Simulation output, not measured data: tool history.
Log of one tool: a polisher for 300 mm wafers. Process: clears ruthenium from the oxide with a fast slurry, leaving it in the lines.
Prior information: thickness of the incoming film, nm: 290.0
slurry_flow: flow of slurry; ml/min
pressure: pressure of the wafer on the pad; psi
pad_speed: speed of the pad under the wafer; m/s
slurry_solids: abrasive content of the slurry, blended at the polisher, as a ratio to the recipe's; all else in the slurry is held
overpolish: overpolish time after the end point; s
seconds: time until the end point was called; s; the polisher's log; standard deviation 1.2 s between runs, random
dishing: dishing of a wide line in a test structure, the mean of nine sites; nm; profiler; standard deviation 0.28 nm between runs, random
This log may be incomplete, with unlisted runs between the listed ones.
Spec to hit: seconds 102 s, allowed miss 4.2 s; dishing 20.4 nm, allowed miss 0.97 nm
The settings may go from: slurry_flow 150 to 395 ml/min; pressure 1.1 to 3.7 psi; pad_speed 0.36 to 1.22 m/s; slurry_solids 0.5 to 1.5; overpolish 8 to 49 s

run 1 hour=0 | slurry_flow=250 pressure=2.4 pad_speed=0.78 slurry_solids=1 overpolish=25 | seconds=99.334 dishing=58.859
run 2 hour=3.2 | slurry_flow=250 pressure=2.4 pad_speed=0.78 slurry_solids=0.9 overpolish=25 | seconds=102.96 dishing=58.12
run 3 hour=4.7 | slurry_flow=250 pressure=2.3 pad_speed=0.78 slurry_solids=1 overpolish=22 | seconds=103.51 dishing=52.62
run 4 hour=9.5 | slurry_flow=235 pressure=2.4 pad_speed=0.7 slurry_solids=1.05 overpolish=20 | seconds=106.83 dishing=45.94
run 5 hour=11.8 | slurry_flow=220 pressure=2.5 pad_speed=0.64 slurry_solids=1.15 overpolish=18 | seconds=106.6 dishing=41.555
run 6 hour=13.8 | slurry_flow=220 pressure=2.5 pad_speed=0.52 slurry_solids=1.15 overpolish=18 | seconds=118.59 dishing=37.089
run 7 hour=21.9 | slurry_flow=210 pressure=2.5 pad_speed=0.5 slurry_solids=1.2 overpolish=16 | seconds=123.31 dishing=32.327
-- hour=24.1 head pressure recalibrated
run 8 hour=24.1 | slurry_flow=200 pressure=2.6 pad_speed=0.48 slurry_solids=1.25 overpolish=15 | seconds=107.58 dishing=34.709
run 9 hour=25.2 | slurry_flow=190 pressure=2.6 pad_speed=0.46 slurry_solids=1.3 overpolish=14 | seconds=111.93 dishing=32.918
run 10 hour=33.6 | slurry_flow=225 pressure=2.6 pad_speed=0.44 slurry_solids=1.3 overpolish=13 | seconds=110.16 dishing=29.356
run 11 hour=40.2 | slurry_flow=245 pressure=2.6 pad_speed=0.44 slurry_solids=1.3 overpolish=12 | seconds=109.57 dishing=27.258
run 12 hour=46.3 | slurry_flow=260 pressure=2.6 pad_speed=0.44 slurry_solids=1.3 overpolish=11 | seconds=111.52 dishing=25.606

Pick the move, out of 4, that brings all results within their allowed miss; only one does.
run A hour=52.4 | slurry_flow=345 pressure=3.1 pad_speed=0.4 slurry_solids=1.15 overpolish=8 | seconds=? dishing=?
run B hour=52.4 | slurry_flow=190 pressure=2.6 pad_speed=0.42 slurry_solids=1.5 overpolish=8 | seconds=? dishing=?
run C hour=52.4 | slurry_flow=300 pressure=2.7 pad_speed=0.54 slurry_solids=0.8 overpolish=8 | seconds=? dishing=?
run D hour=52.4 | slurry_flow=230 pressure=3 pad_speed=0.48 slurry_solids=1.25 overpolish=8 | seconds=? dishing=?

move=A seconds=102.03 dishing=20.31
move=B seconds=112.03 dishing=18.568
move=C seconds=112.86 dishing=18.436
move=D seconds=94.992 dishing=21.747
A: all results in spec
B: takes the biggest miss from the last run beyond its target
C: takes the biggest miss from the last run beyond its target
D: closes in on the targets versus the last run, not all within tolerance yet
Correct choice: A, which meets every target
